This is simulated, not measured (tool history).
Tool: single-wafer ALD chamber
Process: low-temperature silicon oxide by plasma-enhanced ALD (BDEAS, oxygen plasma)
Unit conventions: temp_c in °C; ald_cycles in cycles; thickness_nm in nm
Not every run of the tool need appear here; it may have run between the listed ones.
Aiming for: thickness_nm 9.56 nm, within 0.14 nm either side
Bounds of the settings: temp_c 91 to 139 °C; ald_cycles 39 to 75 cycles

{"run": 1, "hour": 0.0, "temp_c": 115, "ald_cycles": 57, "thickness_nm": 8.3105}
{"run": 2, "hour": 1.7, "temp_c": 114, "ald_cycles": 58, "thickness_nm": 8.4252}
{"run": 3, "hour": 10.0, "temp_c": 114, "ald_cycles": 59, "thickness_nm": 8.5791}
{"run": 4, "hour": 15.1, "temp_c": 124, "ald_cycles": 59, "thickness_nm": 8.4278}
{"run": 5, "hour": 18.0, "temp_c": 124, "ald_cycles": 53, "thickness_nm": 7.6018}
{"run": 6, "hour": 19.7, "temp_c": 115, "ald_cycles": 53, "thickness_nm": 7.7569}
{"hour": 22.5, "done": "thermocouple changed; heater temperature recalibrated"}
{"run": 7, "hour": 22.5, "temp_c": 113, "ald_cycles": 55, "thickness_nm": 8.0519}
{"run": 8, "hour": 29.3, "temp_c": 112, "ald_cycles": 56, "thickness_nm": 8.2718}
{"run": 9, "hour": 32.1, "temp_c": 110, "ald_cycles": 57, "thickness_nm": 8.4182}

Which of these 4 next moves meets every target?
{"run": "A", "hour": 34.9, "temp_c": 116, "ald_cycles": 49, "thickness_nm": "?"}
{"run": "B", "hour": 34.9, "temp_c": 109, "ald_cycles": 62, "thickness_nm": "?"}
{"run": "C", "hour": 34.9, "temp_c": 101, "ald_cycles": 64, "thickness_nm": "?"}
{"run": "D", "hour": 34.9, "temp_c": 114, "ald_cycles": 68, "thickness_nm": "?"}

move=A thickness_nm=7.1924
move=B thickness_nm=9.2047
move=C thickness_nm=9.6246
move=D thickness_nm=10.014
A: further off than the last run
B: closes in on the targets versus the last run, not all within tolerance yet
C: every result lands within tolerance
D: takes the biggest miss from the last run beyond its target
Move C is the one to make.
